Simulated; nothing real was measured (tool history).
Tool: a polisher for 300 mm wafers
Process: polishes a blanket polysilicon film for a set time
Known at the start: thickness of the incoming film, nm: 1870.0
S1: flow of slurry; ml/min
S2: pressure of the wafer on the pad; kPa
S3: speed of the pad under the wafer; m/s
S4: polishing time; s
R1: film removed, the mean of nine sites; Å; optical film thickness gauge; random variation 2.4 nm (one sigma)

{"run": 1, "day": 0.0, "S1": 225, "S2": 11.7, "S3": 0.84, "S4": 98, "R1": 4517.3}
{"run": 2, "day": 0.2, "S1": 200, "S2": 11.7, "S3": 0.84, "S4": 98, "R1": 4480.5}
{"run": 3, "day": 0.225, "S1": 200, "S2": 9.7, "S3": 0.8, "S4": 98, "R1": 3484.7}
{"run": 4, "day": 0.362, "S1": 200, "S2": 11.0, "S3": 0.8, "S4": 98, "R1": 4057.2}
{"run": 5, "day": 0.433, "S1": 200, "S2": 11.0, "S3": 0.68, "S4": 98, "R1": 3541.4}
{"run": 6, "day": 0.796, "S1": 200, "S2": 11.0, "S3": 0.68, "S4": 98, "R1": 3468.6}
{"run": 7, "day": 1.033, "S1": 200, "S2": 11.0, "S3": 0.68, "S4": 98, "R1": 3449.0}
{"run": 8, "day": 1.288, "S1": 200, "S2": 9.7, "S3": 0.68, "S4": 98, "R1": 3034.1}
{"run": 9, "day": 1.458, "S1": 200, "S2": 9.0, "S3": 0.68, "S4": 98, "R1": 2765.7}
{"run": 10, "day": 1.821, "S1": 200, "S2": 8.3, "S3": 0.68, "S4": 98, "R1": 2650.5}

Forecast run 11:
{"run": 11, "day": 2.033, "S1": 200, "S2": 7.6, "S3": 0.68, "S4": 98, "R1": "?"}

{"run 11": {"R1": 2413.9}}
